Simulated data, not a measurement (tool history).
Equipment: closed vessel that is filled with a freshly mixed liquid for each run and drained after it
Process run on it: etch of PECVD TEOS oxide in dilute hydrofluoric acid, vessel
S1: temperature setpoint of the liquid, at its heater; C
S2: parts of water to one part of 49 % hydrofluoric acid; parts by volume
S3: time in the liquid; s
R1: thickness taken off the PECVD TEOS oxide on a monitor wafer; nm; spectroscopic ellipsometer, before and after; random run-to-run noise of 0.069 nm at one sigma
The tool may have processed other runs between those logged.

run	hour	S1	S2	S3	R1
1	0.0	25.0	200	50	4.3938
2	7.6	26.5	200	50	4.6402
3	10.4	27.5	175	50	5.7583
4	11.4	28.5	155	50	6.8376
5	13.0	26.5	155	50	6.3646
6	16.4	27.5	140	50	7.5207
7	25.6	28.5	130	50	8.4445
8	27.7	29.5	120	50	9.5826
9	29.0	30.0	115	50	10.2450
10	30.6	30.5	110	50	11.1240
11	32.9	31.0	110	50	11.2660

Forecast run 12:
12	35.2	31.5	110	50	?

R1: 11.3770 nm
